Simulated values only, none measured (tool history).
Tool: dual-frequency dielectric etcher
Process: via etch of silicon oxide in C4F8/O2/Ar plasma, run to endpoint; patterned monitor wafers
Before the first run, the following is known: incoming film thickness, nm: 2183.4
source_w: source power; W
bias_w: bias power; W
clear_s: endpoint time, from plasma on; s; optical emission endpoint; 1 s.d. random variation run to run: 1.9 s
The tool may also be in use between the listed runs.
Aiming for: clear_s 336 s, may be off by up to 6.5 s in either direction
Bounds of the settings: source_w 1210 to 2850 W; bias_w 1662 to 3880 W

run    day  source_w  bias_w  clear_s
  1      0      2030    2771   379.26
  2  0.075      2090    2787   373.93
  3  0.233      1870    2787   390.38
  4  0.379      2080    2787   376.68
  5  0.458      2140    2806   368.66
  6  0.771      2140    3107   361.93
  7  0.833      2180    3120   355.22
  8  1.125      2200    3127   352.16
  9  1.292      2200    3127   351.39
 10  1.379      2220    3132   348.06

Which one of the following 5 next-run settings gets every result inside its allowed miss? There is exactly one.
  A  1.467      2280    3880        ?
  B  1.467      2480    3460        ?
  C  1.467      2320    3673        ?
  D  1.467      2070    3387        ?
  E  1.467      2420    3220        ?

move  clear_s
   A   321.14
   B   325.41
   C   325.89
   D   350.27
   E   337.41
A: carries the result that was furthest off beyond its target, to the other side
B: carries the result that was furthest off beyond its target, to the other side
C: carries the result that was furthest off beyond its target, to the other side
D: the biggest miss grows against the last run
E: every result lands within tolerance
So the answer is move E, the one that meets all the targets.
